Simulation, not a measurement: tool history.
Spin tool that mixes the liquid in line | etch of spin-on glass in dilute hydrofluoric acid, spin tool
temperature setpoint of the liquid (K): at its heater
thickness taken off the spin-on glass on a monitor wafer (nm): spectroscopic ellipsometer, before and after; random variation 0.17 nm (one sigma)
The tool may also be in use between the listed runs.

run  hour  temperature setpoint of the liquid (K)  parts of water to one part of 49 % hydrofluoric acid (parts by volume)  time under the liquid (s)  thickness taken off the spin-on glass on a monitor wafer (nm)
  1   0.0                                  296.15                                                                     195                        115                                                         13.463
  2   8.8                                  298.15                                                                     195                        115                                                         14.634
  3   9.4                                  298.15                                                                     235                        115                                                         11.481
  4  10.7                                  299.65                                                                     225                        115                                                         12.827
  5  19.3                                  300.65                                                                     215                        115                                                         13.975
  6  20.6                                  300.65                                                                     215                        125                                                         15.241
  7  25.5                                  301.65                                                                     210                        125                                                         16.296

Run 8 comes next. What will it give?
  8  32.7                                  302.15                                                                     210                        125                                                              ?

{"run 8": {"thickness taken off the spin-on glass on a monitor wafer (nm)": 16.661}}

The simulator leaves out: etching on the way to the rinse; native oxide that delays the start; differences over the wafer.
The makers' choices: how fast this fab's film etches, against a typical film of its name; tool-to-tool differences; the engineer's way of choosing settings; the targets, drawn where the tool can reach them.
